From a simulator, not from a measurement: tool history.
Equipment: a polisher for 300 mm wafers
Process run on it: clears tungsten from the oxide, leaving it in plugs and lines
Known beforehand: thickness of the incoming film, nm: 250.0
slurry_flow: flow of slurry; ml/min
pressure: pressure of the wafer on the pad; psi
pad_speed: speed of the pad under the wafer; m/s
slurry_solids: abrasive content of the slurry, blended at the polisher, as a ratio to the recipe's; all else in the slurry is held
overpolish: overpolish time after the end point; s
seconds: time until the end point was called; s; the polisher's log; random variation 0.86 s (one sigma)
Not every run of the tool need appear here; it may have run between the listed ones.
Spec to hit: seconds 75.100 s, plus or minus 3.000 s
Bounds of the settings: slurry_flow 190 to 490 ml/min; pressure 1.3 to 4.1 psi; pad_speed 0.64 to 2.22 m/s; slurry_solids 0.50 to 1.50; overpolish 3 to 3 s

| run | day | slurry_flow | pressure | pad_speed | slurry_solids | overpolish | seconds |
|---|---|---|---|---|---|---|---|
| 1 | 0.000 | 315 | 2.7 | 1.42 | 1.00 | 3 | 51.847 |
| 2 | 0.096 | 315 | 3.1 | 1.42 | 1.00 | 3 | 44.912 |
| 3 | 0.404 | 315 | 3.0 | 1.42 | 1.00 | 3 | 47.614 |
| 4 | 0.696 | 375 | 3.0 | 1.42 | 1.00 | 3 | 46.237 |
| 5 | 0.838 | 375 | 2.9 | 1.42 | 1.00 | 3 | 47.013 |
| 6 | 1.042 | 375 | 3.2 | 1.42 | 1.00 | 3 | 43.068 |
| 7 | 1.383 | 375 | 3.2 | 1.42 | 1.00 | 3 | 42.653 |
| 8 | 1.488 | 375 | 3.0 | 1.42 | 1.00 | 3 | 45.680 |
| 9 | 1.629 | 375 | 2.8 | 1.42 | 1.00 | 3 | 48.958 |
| 10 | 1.975 | 375 | 2.7 | 1.42 | 1.00 | 3 | 51.158 |
| 11 | 2.208 | 375 | 2.6 | 1.42 | 1.00 | 3 | 52.613 |
| 12 | 2.438 | 375 | 2.5 | 1.42 | 1.00 | 3 | 54.493 |
| 13 | 2.592 | 375 | 2.4 | 1.42 | 1.00 | 3 | 57.344 |
| 14 | 2.812 | 375 | 2.4 | 1.42 | 1.00 | 3 | 57.601 |
| 15 | 3.104 | 375 | 2.3 | 1.42 | 1.00 | 3 | 58.054 |
| 16 | 3.396 | 375 | 2.2 | 1.42 | 1.00 | 3 | 62.326 |
| 17 | 3.638 | 375 | 2.1 | 1.42 | 1.00 | 3 | 65.560 |
| 18 | 3.892 | 370 | 1.9 | 1.42 | 1.00 | 3 | 72.564 |
| 19 | 4.121 | 365 | 1.9 | 1.42 | 1.00 | 3 | 72.040 |
| 20 | 4.458 | 355 | 1.9 | 1.42 | 1.00 | 3 | 71.621 |

Of the 5 settings listed for the next run, only one would bring every result within its allowed miss of target. Which one?
| A | 4.796 | 355 | 1.8 | 1.60 | 1.05 | 3 | ? |
| B | 4.796 | 350 | 2.1 | 1.34 | 1.05 | 3 | ? |
| C | 4.796 | 400 | 1.4 | 2.04 | 0.90 | 3 | ? |
| D | 4.796 | 375 | 1.8 | 1.52 | 1.15 | 3 | ? |
| E | 4.796 | 400 | 2.1 | 1.24 | 0.95 | 3 | ? |

| move | seconds |
|---|---|
| A | 65.671 |
| B | 67.370 |
| C | 67.480 |
| D | 67.309 |
| E | 73.517 |
A: lands further from the targets than the last run did
B: lands further from the targets than the last run did
C: lands further from the targets than the last run did
D: lands further from the targets than the last run did
E: every result lands within tolerance
E is the move that brings every result within its allowed miss.
